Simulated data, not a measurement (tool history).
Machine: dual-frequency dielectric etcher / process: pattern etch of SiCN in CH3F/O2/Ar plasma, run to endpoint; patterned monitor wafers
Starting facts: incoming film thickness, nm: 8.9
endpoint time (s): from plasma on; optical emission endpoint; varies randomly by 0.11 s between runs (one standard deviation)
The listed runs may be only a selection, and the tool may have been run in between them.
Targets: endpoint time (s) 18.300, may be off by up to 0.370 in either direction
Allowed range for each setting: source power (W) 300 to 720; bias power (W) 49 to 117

Run 1, hour 0.0: source power (W) 510, bias power (W) 83. Result: endpoint time (s) 20.604.
Run 2, hour 6.4: source power (W) 510, bias power (W) 76. Result: endpoint time (s) 21.279.
Run 3, hour 12.2: source power (W) 540, bias power (W) 77. Result: endpoint time (s) 20.737.
Run 4, hour 13.0: source power (W) 540, bias power (W) 63. Result: endpoint time (s) 22.816.
Run 5, hour 18.8: source power (W) 540, bias power (W) 77. Result: endpoint time (s) 20.819.
Run 6, hour 25.4: source power (W) 570, bias power (W) 78. Result: endpoint time (s) 20.294.
Run 7, hour 31.7: source power (W) 590, bias power (W) 79. Result: endpoint time (s) 19.898.
Run 8, hour 38.3: source power (W) 610, bias power (W) 80. Result: endpoint time (s) 19.577.
Run 9, hour 45.5: source power (W) 610, bias power (W) 80. Result: endpoint time (s) 19.606.
Run 10, hour 47.2: source power (W) 630, bias power (W) 81. Result: endpoint time (s) 19.099.
Run 11, hour 51.5: source power (W) 640, bias power (W) 81. Result: endpoint time (s) 19.163.
Run 12, hour 56.9: source power (W) 650, bias power (W) 81. Result: endpoint time (s) 18.955.
Run 13, hour 64.8: source power (W) 660, bias power (W) 81. Result: endpoint time (s) 18.977.
Run 14, hour 69.0: source power (W) 670, bias power (W) 81. Result: endpoint time (s) 18.654.

Which of these 4 next moves meets every target?
Run A, hour 73.2: source power (W) 640, bias power (W) 80. Result: endpoint time (s) ?.
Run B, hour 73.2: source power (W) 660, bias power (W) 88. Result: endpoint time (s) ?.
Run C, hour 73.2: source power (W) 680, bias power (W) 75. Result: endpoint time (s) ?.
Run D, hour 73.2: source power (W) 680, bias power (W) 77. Result: endpoint time (s) ?.

move  endpoint time (s)
   A             19.043
   B             18.051
   C             19.150
   D             18.930
A: further off than the last run
B: every result lands within tolerance
C: further off than the last run
D: further off than the last run
Go with B: it meets all targets.
